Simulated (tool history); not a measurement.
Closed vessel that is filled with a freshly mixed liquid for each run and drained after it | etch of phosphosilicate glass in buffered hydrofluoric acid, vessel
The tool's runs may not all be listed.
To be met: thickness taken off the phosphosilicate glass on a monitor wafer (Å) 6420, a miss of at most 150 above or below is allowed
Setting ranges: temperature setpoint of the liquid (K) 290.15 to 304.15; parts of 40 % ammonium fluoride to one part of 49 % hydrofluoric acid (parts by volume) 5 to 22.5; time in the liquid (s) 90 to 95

run  hour  temperature setpoint of the liquid (K)  parts of 40 % ammonium fluoride to one part of 49 % hydrofluoric acid (parts by volume)  time in the liquid (s)  thickness taken off the phosphosilicate glass on a monitor wafer (Å)
  1     0                                  296.15                                                                                     13.5                      90                                                                3493.7
  2     6                                  296.15                                                                                     16.5                      90                                                                2824.1
  3  11.3                                  297.65                                                                                     15.5                      90                                                                3257.3
  4  19.8                                  297.65                                                                                     15.5                      90                                                                3283.8
  5  20.5                                  297.65                                                                                     15.5                      90                                                                3281.9
  6    22                                  296.15                                                                                     15.5                      90                                                                3050.5
  7  26.1                                  297.65                                                                                     14.5                      90                                                                  3530
     34.4  -- hydrofluoric acid flow meter replaced
  8  34.4                                  299.15                                                                                     13.5                      90                                                                3862.3
  9  41.7                                  300.15                                                                                     12.5                      90                                                                4393.5
 10  48.7                                  301.15                                                                                       12                      90                                                                4864.2
 11  56.3                                  301.15                                                                                       12                      90                                                                4825.1
 12    58                                  301.65                                                                                     11.5                      90                                                                5213.7
 13  59.9                                  302.15                                                                                       11                      90                                                                5569.3
 14  68.7                                  302.65                                                                                       11                      90                                                                5702.2

4 candidate next runs follow, results not yet known. Just one meets every target within its allowed miss. Identify it.
  A  77.5                                  302.65                                                                                     12.5                      95                                                                     ?
  B  77.5                                  301.65                                                                                      9.5                      90                                                                     ?
  C  77.5                                  301.65                                                                                      9.5                      95                                                                     ?
  D  77.5                                  302.65                                                                                       13                      95                                                                     ?

move  thickness taken off the phosphosilicate glass on a monitor wafer (Å)
   A                                                                5320.3
   B                                                                6136.5
   C                                                                6477.5
   D                                                                5120.2
A: misses by more than the last run did
B: nearer than the last run, and not there yet
C: all results land within tolerance of their targets
D: misses by more than the last run did
So the answer is move C, the one that meets all the targets.
